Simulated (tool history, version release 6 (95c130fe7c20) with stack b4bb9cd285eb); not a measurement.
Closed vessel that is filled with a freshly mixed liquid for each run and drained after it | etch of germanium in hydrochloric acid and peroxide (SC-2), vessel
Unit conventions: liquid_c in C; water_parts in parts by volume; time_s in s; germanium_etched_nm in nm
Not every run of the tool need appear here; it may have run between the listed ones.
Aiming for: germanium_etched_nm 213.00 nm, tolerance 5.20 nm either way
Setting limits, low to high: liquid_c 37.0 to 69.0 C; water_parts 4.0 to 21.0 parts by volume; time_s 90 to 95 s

run	day	liquid_c	water_parts	time_s	germanium_etched_nm
1	0.000	53.0	11.5	90	311.68
2	0.246	53.0	15.5	90	300.11
3	0.458	51.5	15.5	90	283.54
4	0.654	50.5	15.5	90	276.75
5	0.996	49.5	15.5	90	266.38
6	1.371	49.5	15.5	90	271.36
7	1.558	48.5	15.5	90	260.59
8	1.783	47.5	15.5	90	251.13
9	1.925	47.0	15.5	90	248.11
10	2.125	46.5	15.5	90	242.77
11	2.492	46.0	15.5	90	239.47
12	2.708	45.5	15.5	90	236.19
13	2.871	45.0	15.5	90	230.68
14	3.150	44.5	15.5	90	230.00
15	3.442	44.0	15.5	90	225.10
16	3.796	44.0	15.5	90	226.50

Which one of the following 5 next-run settings gets every result inside its allowed miss? There is exactly one.
A	4.150	45.0	19.5	90	?
B	4.150	43.0	15.5	95	?
C	4.150	42.5	15.5	95	?
D	4.150	43.5	21.0	95	?
E	4.150	40.0	13.5	95	?

move	germanium_etched_nm
A	225.10
B	231.49
C	227.78
D	223.47
E	213.63
A: nearer than the last run, and not there yet
B: moves away from the targets compared with the last run
C: moves away from the targets compared with the last run
D: nearer than the last run, and not there yet
E: all results land within tolerance of their targets
The move that meets every target is E.

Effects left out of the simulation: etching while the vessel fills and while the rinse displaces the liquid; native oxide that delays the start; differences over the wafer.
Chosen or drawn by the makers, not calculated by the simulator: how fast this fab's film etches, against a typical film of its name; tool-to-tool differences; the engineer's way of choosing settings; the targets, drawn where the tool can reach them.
